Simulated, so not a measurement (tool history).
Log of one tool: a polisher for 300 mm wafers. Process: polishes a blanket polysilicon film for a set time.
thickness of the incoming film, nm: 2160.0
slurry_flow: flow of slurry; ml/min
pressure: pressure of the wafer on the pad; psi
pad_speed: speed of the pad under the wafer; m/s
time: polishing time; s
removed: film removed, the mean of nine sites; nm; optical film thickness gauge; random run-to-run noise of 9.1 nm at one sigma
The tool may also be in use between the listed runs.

run 1 hour=0 | slurry_flow=135 pressure=2.8 pad_speed=1.12 time=104 | removed=1109.8
run 2 hour=3.9 | slurry_flow=120 pressure=2.8 pad_speed=1.12 time=104 | removed=1123.6
run 3 hour=4.7 | slurry_flow=120 pressure=2.6 pad_speed=1.12 time=104 | removed=1036
run 4 hour=8.8 | slurry_flow=120 pressure=2.6 pad_speed=1.12 time=104 | removed=1005
run 5 hour=14.3 | slurry_flow=120 pressure=2.5 pad_speed=1.12 time=104 | removed=1011.4
run 6 hour=22.1 | slurry_flow=120 pressure=2.4 pad_speed=1.12 time=104 | removed=975.52

Run 7 is up next; what results do you expect?
run 7 hour=29 | slurry_flow=120 pressure=2.3 pad_speed=1.12 time=104 | removed=?

removed: 927.04 nm
